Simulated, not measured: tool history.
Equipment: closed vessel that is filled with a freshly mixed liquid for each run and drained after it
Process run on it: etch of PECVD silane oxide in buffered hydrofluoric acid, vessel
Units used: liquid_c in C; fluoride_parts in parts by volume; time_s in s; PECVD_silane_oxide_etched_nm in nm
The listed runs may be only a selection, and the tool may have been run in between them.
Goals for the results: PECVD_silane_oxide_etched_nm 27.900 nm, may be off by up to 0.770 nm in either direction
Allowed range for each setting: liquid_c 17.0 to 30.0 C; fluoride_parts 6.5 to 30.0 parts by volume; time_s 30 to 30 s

Run 1, hour 0.0: liquid_c 22.0 C, fluoride_parts 19.5 parts by volume, time_s 30 s. Result: PECVD_silane_oxide_etched_nm 24.131 nm.
Run 2, hour 8.9: liquid_c 22.0 C, fluoride_parts 19.5 parts by volume, time_s 30 s. Result: PECVD_silane_oxide_etched_nm 23.720 nm.
Run 3, hour 14.5: liquid_c 22.0 C, fluoride_parts 15.0 parts by volume, time_s 30 s. Result: PECVD_silane_oxide_etched_nm 30.968 nm.
Run 4, hour 18.3: liquid_c 22.0 C, fluoride_parts 15.0 parts by volume, time_s 30 s. Result: PECVD_silane_oxide_etched_nm 31.106 nm.
Run 5, hour 19.3: liquid_c 22.0 C, fluoride_parts 15.0 parts by volume, time_s 30 s. Result: PECVD_silane_oxide_etched_nm 31.502 nm.
Run 6, hour 27.3: liquid_c 25.0 C, fluoride_parts 15.0 parts by volume, time_s 30 s. Result: PECVD_silane_oxide_etched_nm 36.312 nm.
Run 7, hour 35.9: liquid_c 23.5 C, fluoride_parts 15.0 parts by volume, time_s 30 s. Result: PECVD_silane_oxide_etched_nm 33.698 nm.
Run 8, hour 40.5: liquid_c 22.5 C, fluoride_parts 15.0 parts by volume, time_s 30 s. Result: PECVD_silane_oxide_etched_nm 31.632 nm.
Run 9, hour 47.1: liquid_c 22.0 C, fluoride_parts 15.0 parts by volume, time_s 30 s. Result: PECVD_silane_oxide_etched_nm 31.013 nm.
Run 10, hour 52.0: liquid_c 21.5 C, fluoride_parts 15.0 parts by volume, time_s 30 s. Result: PECVD_silane_oxide_etched_nm 30.014 nm.
Run 11, hour 59.7: liquid_c 21.0 C, fluoride_parts 15.0 parts by volume, time_s 30 s. Result: PECVD_silane_oxide_etched_nm 29.374 nm.

Next run, 5 choices. One meets every target within its allowed miss, the rest don't. Which?
Run A, hour 67.4: liquid_c 17.5 C, fluoride_parts 13.0 parts by volume, time_s 30 s. Result: PECVD_silane_oxide_etched_nm ?.
Run B, hour 67.4: liquid_c 20.5 C, fluoride_parts 13.5 parts by volume, time_s 30 s. Result: PECVD_silane_oxide_etched_nm ?.
Run C, hour 67.4: liquid_c 20.5 C, fluoride_parts 14.5 parts by volume, time_s 30 s. Result: PECVD_silane_oxide_etched_nm ?.
Run D, hour 67.4: liquid_c 17.5 C, fluoride_parts 11.5 parts by volume, time_s 30 s. Result: PECVD_silane_oxide_etched_nm ?.
Run E, hour 67.4: liquid_c 20.0 C, fluoride_parts 14.0 parts by volume, time_s 30 s. Result: PECVD_silane_oxide_etched_nm ?.

move  PECVD_silane_oxide_etched_nm
   A                        27.598
   B                        31.499
   C                        29.365
   D                        31.119
   E                        29.556
A: all results land within tolerance of their targets
B: lands further from the targets than the last run did
C: no nearer and no further than the last run
D: lands further from the targets than the last run did
E: lands further from the targets than the last run did
A meets every target.

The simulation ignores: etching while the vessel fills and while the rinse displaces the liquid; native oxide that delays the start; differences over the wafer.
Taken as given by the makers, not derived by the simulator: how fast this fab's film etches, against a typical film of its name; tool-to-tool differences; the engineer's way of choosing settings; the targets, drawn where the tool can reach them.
